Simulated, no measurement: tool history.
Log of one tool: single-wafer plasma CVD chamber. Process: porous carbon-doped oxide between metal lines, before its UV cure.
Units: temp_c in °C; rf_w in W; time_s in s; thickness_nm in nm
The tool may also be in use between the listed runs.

run	day	temp_c	rf_w	time_s	thickness_nm
1	0	290	435	36.5	172.78
2	0.371	293	430	36.5	168.95
3	0.567	293	465	36.5	179.09
4	0.642	283	465	36.5	194
5	0.779	287	460	36.5	185.76
6	0.946	291	460	36.5	181.99

The next listed run, before its measurement:
7	1.088	294	455	36.5	?

thickness_nm: 175.55 nm
